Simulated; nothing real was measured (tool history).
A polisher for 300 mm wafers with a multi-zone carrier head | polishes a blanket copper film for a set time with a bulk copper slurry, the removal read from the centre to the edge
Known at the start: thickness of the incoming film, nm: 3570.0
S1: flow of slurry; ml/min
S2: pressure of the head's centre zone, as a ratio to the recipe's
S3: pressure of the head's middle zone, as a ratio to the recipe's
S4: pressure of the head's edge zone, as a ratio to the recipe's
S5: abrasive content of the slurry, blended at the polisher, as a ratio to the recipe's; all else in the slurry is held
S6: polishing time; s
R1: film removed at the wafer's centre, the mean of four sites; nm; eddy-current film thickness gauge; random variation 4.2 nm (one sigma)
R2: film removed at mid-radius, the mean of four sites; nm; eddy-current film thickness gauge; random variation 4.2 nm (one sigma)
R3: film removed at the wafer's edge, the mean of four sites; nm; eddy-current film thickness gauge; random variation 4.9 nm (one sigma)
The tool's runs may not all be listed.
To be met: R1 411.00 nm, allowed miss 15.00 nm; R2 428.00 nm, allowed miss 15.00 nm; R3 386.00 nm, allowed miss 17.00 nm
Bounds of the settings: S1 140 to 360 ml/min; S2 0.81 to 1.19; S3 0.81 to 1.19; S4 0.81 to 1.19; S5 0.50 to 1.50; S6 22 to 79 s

| run | hour | S1 | S2 | S3 | S4 | S5 | S6 | R1 | R2 | R3 |
|---|---|---|---|---|---|---|---|---|---|---|
| 1 | 0.0 | 230 | 1.00 | 1.00 | 1.00 | 1.00 | 50 | 328.39 | 352.69 | 345.22 |
| 2 | 9.0 | 240 | 1.03 | 1.03 | 1.02 | 1.05 | 50 | 341.85 | 365.93 | 351.65 |
| 3 | 14.6 | 240 | 1.03 | 1.03 | 1.02 | 1.15 | 50 | 358.65 | 371.80 | 369.90 |
| 4 | 19.9 | 195 | 1.03 | 1.03 | 1.02 | 1.15 | 50 | 347.17 | 362.49 | 362.53 |
| 5 | 24.6 | 195 | 1.03 | 1.03 | 1.02 | 1.15 | 45 | 318.33 | 328.69 | 324.76 |
| 6 | 27.2 | 225 | 1.03 | 1.03 | 1.02 | 1.15 | 45 | 320.43 | 332.79 | 318.83 |
| 7 | 34.3 | 230 | 1.05 | 1.07 | 1.03 | 1.25 | 46 | 339.93 | 354.51 | 347.53 |
| 8 | 42.8 | 240 | 1.07 | 1.10 | 1.01 | 1.30 | 47 | 361.57 | 385.11 | 355.90 |
| 9 | 47.7 | 245 | 1.09 | 1.12 | 1.02 | 1.35 | 47 | 379.66 | 392.20 | 356.33 |
|  | 49.8 | centre zone pressure recalibrated |
| 10 | 49.8 | 250 | 1.09 | 1.13 | 1.03 | 1.40 | 47 | 414.55 | 391.78 | 362.62 |
| 11 | 53.6 | 245 | 1.07 | 1.14 | 1.02 | 1.40 | 48 | 405.95 | 400.78 | 368.21 |
| 12 | 54.4 | 245 | 1.05 | 1.15 | 1.01 | 1.40 | 49 | 403.48 | 413.23 | 382.04 |

Which of these 4 next moves meets every target?
| A | 55.2 | 295 | 1.00 | 1.14 | 0.99 | 1.40 | 51 | ? | ? | ? |
| B | 55.2 | 265 | 1.14 | 1.11 | 1.06 | 1.50 | 47 | ? | ? | ? |
| C | 55.2 | 225 | 1.10 | 1.11 | 1.09 | 1.50 | 47 | ? | ? | ? |
| D | 55.2 | 250 | 1.11 | 1.04 | 1.11 | 1.50 | 50 | ? | ? | ? |

| move | R1 | R2 | R3 |
|---|---|---|---|
| A | 416.46 | 433.89 | 388.30 |
| B | 441.67 | 396.80 | 374.52 |
| C | 418.95 | 390.92 | 375.51 |
| D | 454.60 | 403.66 | 406.43 |
A: meets every target
B: further off than the last run
C: further off than the last run
D: further off than the last run
Answer: A

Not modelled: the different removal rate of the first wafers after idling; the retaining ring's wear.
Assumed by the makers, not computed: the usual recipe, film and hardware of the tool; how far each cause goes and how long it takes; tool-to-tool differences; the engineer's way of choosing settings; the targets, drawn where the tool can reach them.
